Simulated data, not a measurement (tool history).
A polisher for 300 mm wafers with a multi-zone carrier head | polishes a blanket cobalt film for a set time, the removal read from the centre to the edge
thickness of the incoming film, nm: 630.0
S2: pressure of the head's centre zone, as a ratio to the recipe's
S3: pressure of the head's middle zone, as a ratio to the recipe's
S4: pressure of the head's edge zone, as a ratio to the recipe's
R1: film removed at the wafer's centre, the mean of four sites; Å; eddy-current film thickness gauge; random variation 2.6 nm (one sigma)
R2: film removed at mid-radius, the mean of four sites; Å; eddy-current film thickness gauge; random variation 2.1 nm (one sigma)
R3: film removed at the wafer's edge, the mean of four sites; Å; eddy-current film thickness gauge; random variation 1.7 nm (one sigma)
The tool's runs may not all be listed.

{"run": 1, "hour": 0.0, "flow of slurry (ml/min)": 175, "S2": 1.0, "S3": 1.0, "S4": 1.0, "polishing time (s)": 40, "R1": 1771.5, "R2": 1830.2, "R3": 1834.6}
{"run": 2, "hour": 0.8, "flow of slurry (ml/min)": 175, "S2": 1.03, "S3": 1.0, "S4": 1.0, "polishing time (s)": 40, "R1": 1843.9, "R2": 1811.1, "R3": 1828.0}
{"run": 3, "hour": 4.0, "flow of slurry (ml/min)": 175, "S2": 1.03, "S3": 1.05, "S4": 1.0, "polishing time (s)": 40, "R1": 1861.2, "R2": 1908.4, "R3": 1823.6}
{"run": 4, "hour": 8.5, "flow of slurry (ml/min)": 175, "S2": 1.03, "S3": 1.1, "S4": 1.0, "polishing time (s)": 40, "R1": 1830.5, "R2": 1937.9, "R3": 1823.5}
{"run": 5, "hour": 12.5, "flow of slurry (ml/min)": 185, "S2": 1.01, "S3": 1.08, "S4": 1.06, "polishing time (s)": 42, "R1": 1968.9, "R2": 2054.3, "R3": 2005.6}
{"run": 6, "hour": 17.5, "flow of slurry (ml/min)": 195, "S2": 0.98, "S3": 1.06, "S4": 1.1, "polishing time (s)": 43, "R1": 1948.0, "R2": 2085.7, "R3": 2083.8}

Forecast run 7:
{"run": 7, "hour": 24.8, "flow of slurry (ml/min)": 200, "S2": 0.96, "S3": 1.04, "S4": 1.13, "polishing time (s)": 44, "R1": "?", "R2": "?", "R3": "?"}

R1: 2002.7 Å
R2: 2094.5 Å
R3: 2166.9 Å
